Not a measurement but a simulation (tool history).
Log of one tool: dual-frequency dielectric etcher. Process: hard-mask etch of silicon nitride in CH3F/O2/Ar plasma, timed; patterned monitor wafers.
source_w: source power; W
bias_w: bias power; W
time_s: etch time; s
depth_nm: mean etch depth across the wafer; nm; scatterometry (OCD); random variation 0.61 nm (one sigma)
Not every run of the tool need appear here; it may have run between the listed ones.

| run | hour | source_w | bias_w | time_s | depth_nm |
|---|---|---|---|---|---|
| 1 | 0.0 | 300 | 82 | 260.0 | 161.09 |
| 2 | 0.6 | 320 | 85 | 261.0 | 168.37 |
| 3 | 3.8 | 270 | 85 | 261.0 | 157.47 |
| 4 | 10.1 | 270 | 75 | 261.0 | 148.87 |
| 5 | 10.9 | 300 | 79 | 262.0 | 160.48 |
| 6 | 18.9 | 320 | 81 | 262.5 | 165.94 |

Estimate the outcome of run 7 from the log above:
| 7 | 24.3 | 340 | 83 | 263.0 | ? |

depth_nm: 173.24 nm
